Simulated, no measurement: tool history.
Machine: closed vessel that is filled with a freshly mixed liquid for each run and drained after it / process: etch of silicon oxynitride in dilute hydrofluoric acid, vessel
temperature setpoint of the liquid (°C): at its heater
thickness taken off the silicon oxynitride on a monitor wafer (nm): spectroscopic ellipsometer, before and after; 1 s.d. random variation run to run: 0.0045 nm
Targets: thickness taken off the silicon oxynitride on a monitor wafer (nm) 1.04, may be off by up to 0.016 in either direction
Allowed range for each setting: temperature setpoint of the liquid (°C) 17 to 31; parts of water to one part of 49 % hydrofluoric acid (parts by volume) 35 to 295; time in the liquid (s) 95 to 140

run,day,temperature setpoint of the liquid (°C),parts of water to one part of 49 % hydrofluoric acid (parts by volume),time in the liquid (s),thickness taken off the silicon oxynitride on a monitor wafer (nm)
1,0,23,165,140,1.7832
2,0.138,23,165,140,1.7832
3,0.454,24.5,165,140,1.9212
4,0.6,27.5,165,140,2.1789
5,0.942,26,170,140,1.9843
6,1.188,24.5,175,140,1.791
7,1.358,24.5,175,140,1.784
8,1.488,23.5,180,140,1.6609
9,1.571,22.5,185,140,1.5413
10,1.717,21.5,190,140,1.4279
11,1.788,21,195,140,1.3513

Which one of the following 4 next-run settings gets every result inside its allowed miss? There is exactly one.
A,1.858,20,160,95,?
B,1.858,20.5,240,135,?
C,1.858,20.5,235,130,?
D,1.858,19.5,225,135,?

move,thickness taken off the silicon oxynitride on a monitor wafer (nm)
A,1.0947
B,1.0068
C,0.9933
D,1.0357
A: closes in on the targets versus the last run, not all within tolerance yet
B: takes the biggest miss from the last run beyond its target
C: takes the biggest miss from the last run beyond its target
D: every result within its allowed miss
Move D is the one to make.

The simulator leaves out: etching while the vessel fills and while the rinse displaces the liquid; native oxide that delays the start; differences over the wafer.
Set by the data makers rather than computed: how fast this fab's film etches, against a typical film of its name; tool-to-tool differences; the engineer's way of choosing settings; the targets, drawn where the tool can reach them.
